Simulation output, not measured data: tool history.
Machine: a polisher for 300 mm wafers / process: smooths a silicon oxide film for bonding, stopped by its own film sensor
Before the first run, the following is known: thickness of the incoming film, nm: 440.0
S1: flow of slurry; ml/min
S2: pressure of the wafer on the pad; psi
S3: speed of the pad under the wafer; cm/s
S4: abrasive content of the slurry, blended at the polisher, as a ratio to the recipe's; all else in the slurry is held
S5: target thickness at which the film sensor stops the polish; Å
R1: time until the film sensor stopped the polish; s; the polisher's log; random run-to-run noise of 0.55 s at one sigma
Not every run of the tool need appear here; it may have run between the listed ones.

run 1 hour=0 | S1=310 S2=2.6 S3=98 S4=1 S5=4100 | R1=24.203
run 2 hour=6.3 | S1=310 S2=3.2 S3=98 S4=1 S5=4100 | R1=19.38
run 3 hour=12.8 | S1=370 S2=3.2 S3=98 S4=1 S5=4100 | R1=19.411
run 4 hour=21.6 | S1=370 S2=3.2 S3=98 S4=1 S5=4140 | R1=17.975
run 5 hour=30.5 | S1=370 S2=2.7 S3=98 S4=1 S5=4140 | R1=20.96
run 6 hour=36.5 | S1=370 S2=2.3 S3=96 S4=1 S5=4140 | R1=24.401
run 7 hour=38.1 | S1=370 S2=2.1 S3=94 S4=1 S5=4140 | R1=26.792

Run 8 has not been measured yet. What should we expect?
run 8 hour=39.9 | S1=370 S2=2.1 S3=94 S4=1 S5=4140 | R1=?

R1: 26.084 s

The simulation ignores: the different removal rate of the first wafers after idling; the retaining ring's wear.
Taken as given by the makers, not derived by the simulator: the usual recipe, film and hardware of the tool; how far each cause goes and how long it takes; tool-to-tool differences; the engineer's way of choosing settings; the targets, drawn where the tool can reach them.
